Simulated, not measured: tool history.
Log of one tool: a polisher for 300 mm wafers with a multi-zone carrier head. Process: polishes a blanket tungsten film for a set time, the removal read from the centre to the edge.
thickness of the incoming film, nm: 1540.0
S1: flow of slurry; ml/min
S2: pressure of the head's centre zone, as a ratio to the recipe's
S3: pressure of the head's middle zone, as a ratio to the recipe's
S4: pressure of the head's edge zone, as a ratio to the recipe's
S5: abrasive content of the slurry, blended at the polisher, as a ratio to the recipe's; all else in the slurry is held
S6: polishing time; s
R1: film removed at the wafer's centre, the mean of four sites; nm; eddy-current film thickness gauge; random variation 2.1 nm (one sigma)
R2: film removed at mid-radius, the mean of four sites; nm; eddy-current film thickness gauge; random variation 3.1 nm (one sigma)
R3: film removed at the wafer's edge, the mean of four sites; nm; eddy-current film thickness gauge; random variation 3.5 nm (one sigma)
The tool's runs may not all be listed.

| run | hour | S1 | S2 | S3 | S4 | S5 | S6 | R1 | R2 | R3 |
|---|---|---|---|---|---|---|---|---|---|---|
| 1 | 0.0 | 285 | 1.00 | 1.00 | 1.00 | 1.00 | 70 | 494.62 | 481.77 | 481.07 |
| 2 | 6.4 | 285 | 1.06 | 1.00 | 1.00 | 1.00 | 70 | 514.69 | 493.94 | 490.95 |
| 3 | 9.6 | 285 | 1.06 | 1.00 | 1.00 | 1.10 | 70 | 531.38 | 495.96 | 494.85 |
| 4 | 14.7 | 290 | 1.05 | 1.01 | 0.96 | 1.00 | 62 | 451.04 | 438.09 | 413.68 |
| 5 | 22.0 | 290 | 1.05 | 1.09 | 0.96 | 1.00 | 62 | 459.60 | 463.10 | 410.08 |
| 6 | 27.5 | 290 | 1.10 | 1.09 | 0.96 | 1.00 | 62 | 472.03 | 457.57 | 425.66 |
| 7 | 31.0 | 285 | 1.06 | 1.05 | 0.94 | 0.90 | 58 | 417.41 | 404.85 | 390.79 |
| 8 | 36.9 | 310 | 1.05 | 1.07 | 0.92 | 0.85 | 53 | 379.35 | 379.47 | 340.83 |
| 9 | 42.7 | 310 | 1.05 | 1.07 | 0.92 | 0.85 | 53 | 381.42 | 378.93 | 344.04 |
| 10 | 44.6 | 325 | 0.97 | 1.06 | 0.83 | 0.60 | 35 | 212.75 | 230.09 | 202.97 |
| 11 | 46.2 | 325 | 0.99 | 1.08 | 0.87 | 0.60 | 35 | 218.52 | 235.20 | 206.75 |
| 12 | 50.2 | 320 | 1.01 | 1.10 | 0.91 | 0.65 | 35 | 227.95 | 237.21 | 212.31 |
| 13 | 51.5 | 310 | 1.01 | 1.10 | 0.91 | 0.70 | 35 | 232.70 | 239.35 | 213.29 |
| 14 | 58.9 | 345 | 1.04 | 1.19 | 1.01 | 0.95 | 37 | 266.86 | 294.29 | 254.43 |
| 15 | 67.5 | 345 | 1.04 | 1.18 | 1.00 | 0.95 | 37 | 267.30 | 288.08 | 255.96 |

Run 16 comes next. What will it give?
| 16 | 71.0 | 345 | 1.04 | 1.18 | 0.99 | 0.95 | 37 | ? | ? | ? |

Run 16 gave R1 268.67 nm, R2 291.86 nm, R3 254.61 nm.
